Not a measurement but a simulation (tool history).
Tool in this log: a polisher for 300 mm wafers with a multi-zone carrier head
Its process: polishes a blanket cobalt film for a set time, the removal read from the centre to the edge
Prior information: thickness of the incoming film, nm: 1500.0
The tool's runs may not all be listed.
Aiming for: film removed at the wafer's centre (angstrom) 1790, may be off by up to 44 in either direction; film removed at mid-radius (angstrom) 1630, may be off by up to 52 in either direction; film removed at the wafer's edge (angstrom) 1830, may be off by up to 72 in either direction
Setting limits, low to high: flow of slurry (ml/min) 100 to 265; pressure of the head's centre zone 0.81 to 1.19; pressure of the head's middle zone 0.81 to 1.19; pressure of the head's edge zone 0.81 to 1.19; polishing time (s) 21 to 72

| run | hour | flow of slurry (ml/min) | pressure of the head's centre zone | pressure of the head's middle zone | pressure of the head's edge zone | polishing time (s) | film removed at the wafer's centre (angstrom) | film removed at mid-radius (angstrom) | film removed at the wafer's edge (angstrom) |
|---|---|---|---|---|---|---|---|---|---|
| 1 | 0 | 170 | 1 | 1 | 1 | 46 | 1607.4 | 1614.9 | 1602.4 |
| 2 | 4.2 | 205 | 1 | 1 | 1 | 46 | 1649.8 | 1671.7 | 1648.7 |
| 3 | 10.9 | 205 | 1.05 | 1 | 1 | 46 | 1727.1 | 1642.4 | 1686.7 |
| 4 | 17 | 180 | 1.05 | 1 | 1 | 46 | 1713.3 | 1617.2 | 1628.8 |
| 5 | 23.3 | 190 | 1.05 | 0.99 | 1.03 | 46 | 1681.8 | 1619.8 | 1673.7 |
| 6 | 30.7 | 200 | 1.06 | 0.98 | 1.04 | 46 | 1746.2 | 1673.2 | 1653.5 |
| 7 | 37.1 | 190 | 1.05 | 1 | 0.99 | 47 | 1743.9 | 1678.3 | 1708.5 |
| 8 | 45.8 | 190 | 1.04 | 0.98 | 0.95 | 48 | 1758.4 | 1671.6 | 1662 |
| 9 | 54.6 | 190 | 1.05 | 0.97 | 1.01 | 48 | 1796.1 | 1693 | 1714.6 |
| 10 | 61.4 | 185 | 1.07 | 0.98 | 1.05 | 48 | 1804.5 | 1679.5 | 1744.8 |
| 11 | 67.7 | 175 | 1.08 | 0.98 | 1.08 | 48 | 1820.1 | 1700.5 | 1759.7 |
| 12 | 70.7 | 165 | 1.07 | 0.96 | 1.11 | 48 | 1769.5 | 1608.6 | 1715.6 |

Pick the move, out of 5, that brings all results within their allowed miss; only one does.
| A | 73.7 | 170 | 1.13 | 1.03 | 1.07 | 47 | ? | ? | ? |
| B | 73.7 | 175 | 1.04 | 0.93 | 1.17 | 49 | ? | ? | ? |
| C | 73.7 | 105 | 1.17 | 0.99 | 0.95 | 50 | ? | ? | ? |
| D | 73.7 | 185 | 1.19 | 1.02 | 0.98 | 44 | ? | ? | ? |
| E | 73.7 | 210 | 1.1 | 1.03 | 0.92 | 44 | ? | ? | ? |

| move | film removed at the wafer's centre (angstrom) | film removed at mid-radius (angstrom) | film removed at the wafer's edge (angstrom) |
|---|---|---|---|
| A | 1826.6 | 1703.6 | 1690.7 |
| B | 1791.2 | 1638.9 | 1835.1 |
| C | 1741.8 | 1553.1 | 1582.5 |
| D | 1813.4 | 1605.3 | 1549 |
| E | 1739.8 | 1651.9 | 1536.8 |
A: lands further from the targets than the last run did
B: hits every target within its allowed miss
C: lands further from the targets than the last run did
D: lands further from the targets than the last run did
E: lands further from the targets than the last run did
Correct choice: B, which meets every target
